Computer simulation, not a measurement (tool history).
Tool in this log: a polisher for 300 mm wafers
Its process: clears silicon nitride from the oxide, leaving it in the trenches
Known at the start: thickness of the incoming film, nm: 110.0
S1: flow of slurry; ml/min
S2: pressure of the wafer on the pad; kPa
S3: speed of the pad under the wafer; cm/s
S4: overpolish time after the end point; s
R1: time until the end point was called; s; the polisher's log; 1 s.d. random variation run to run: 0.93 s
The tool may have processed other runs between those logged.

Run 1, hour 0: S1 185 ml/min, S2 17.9 kPa, S3 120 cm/s, S4 14 s. Result: R1 102.91 s.
Run 2, hour 3.4: S1 185 ml/min, S2 18.6 kPa, S3 120 cm/s, S4 14 s. Result: R1 101.25 s.
Run 3, hour 4.2: S1 185 ml/min, S2 20.7 kPa, S3 120 cm/s, S4 14 s. Result: R1 91.111 s.
Run 4, hour 5.4: S1 190 ml/min, S2 22.1 kPa, S3 120 cm/s, S4 14 s. Result: R1 85.951 s.
Run 5, hour 12.2: S1 190 ml/min, S2 22.1 kPa, S3 120 cm/s, S4 15 s. Result: R1 85.325 s.
Run 6, hour 18: S1 190 ml/min, S2 22.1 kPa, S3 96 cm/s, S4 15 s. Result: R1 104.63 s.
Run 7, hour 22: S1 190 ml/min, S2 22.8 kPa, S3 96 cm/s, S4 15 s. Result: R1 101.2 s.
Run 8, hour 23.3: S1 190 ml/min, S2 23.4 kPa, S3 96 cm/s, S4 15 s. Result: R1 98.773 s.
Run 9, hour 31.7: S1 190 ml/min, S2 24.1 kPa, S3 96 cm/s, S4 15 s. Result: R1 97.345 s.
Run 10, hour 38.7: S1 190 ml/min, S2 24.8 kPa, S3 96 cm/s, S4 15 s. Result: R1 93.201 s.
Run 11, hour 43.2: S1 195 ml/min, S2 26.2 kPa, S3 96 cm/s, S4 15 s. Result: R1 87.415 s.

Run 12, settings as shown, results not yet in. Your forecast:
Run 12, hour 45.1: S1 195 ml/min, S2 26.9 kPa, S3 96 cm/s, S4 15 s. Result: R1 ?.

R1: 86.914 s
